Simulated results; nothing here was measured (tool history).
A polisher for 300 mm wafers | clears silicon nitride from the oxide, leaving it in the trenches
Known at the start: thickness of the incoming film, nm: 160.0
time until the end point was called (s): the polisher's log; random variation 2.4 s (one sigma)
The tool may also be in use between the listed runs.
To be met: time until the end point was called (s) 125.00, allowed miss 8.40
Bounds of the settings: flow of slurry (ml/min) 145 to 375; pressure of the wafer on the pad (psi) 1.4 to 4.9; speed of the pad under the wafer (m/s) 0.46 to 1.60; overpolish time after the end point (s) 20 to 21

run    day  flow of slurry (ml/min)  pressure of the wafer on the pad (psi)  speed of the pad under the wafer (m/s)  overpolish time after the end point (s)  time until the end point was called (s)
  1  0.000                      240                                     3.1                                    1.02                                       20                                   174.28
  2  0.183                      240                                     2.6                                    1.02                                       20                                   213.82
  3  0.371                      240                                     2.6                                    1.22                                       20                                   178.01
  4  0.550                      240                                     2.7                                    1.22                                       20                                   169.66
  5  0.917                      240                                     2.8                                    1.22                                       20                                   163.51
  6  1.212                      240                                     2.9                                    1.22                                       20                                   157.19
  7  1.546                      240                                     3.0                                    1.22                                       20                                   155.95
  8  1.758                      240                                     3.1                                    1.22                                       20                                   151.64
  9  1.988                      240                                     3.2                                    1.22                                       20                                   142.30
 10  2.312                      240                                     3.4                                    1.22                                       20                                   137.11

Which of these 5 next moves meets every target?
  A  2.638                      235                                     3.2                                    1.16                                       20                                        ?
  B  2.638                      275                                     3.1                                    1.22                                       20                                        ?
  C  2.638                      250                                     3.7                                    0.98                                       21                                        ?
  D  2.638                      145                                     3.5                                    1.44                                       20                                        ?
  E  2.638                      210                                     3.1                                    1.12                                       20                                        ?

move  time until the end point was called (s)
   A                                   148.70
   B                                   143.66
   C                                   150.04
   D                                   120.44
   E                                   160.87
A: further off than the last run
B: further off than the last run
C: further off than the last run
D: meets every target
E: further off than the last run
The right move is D.

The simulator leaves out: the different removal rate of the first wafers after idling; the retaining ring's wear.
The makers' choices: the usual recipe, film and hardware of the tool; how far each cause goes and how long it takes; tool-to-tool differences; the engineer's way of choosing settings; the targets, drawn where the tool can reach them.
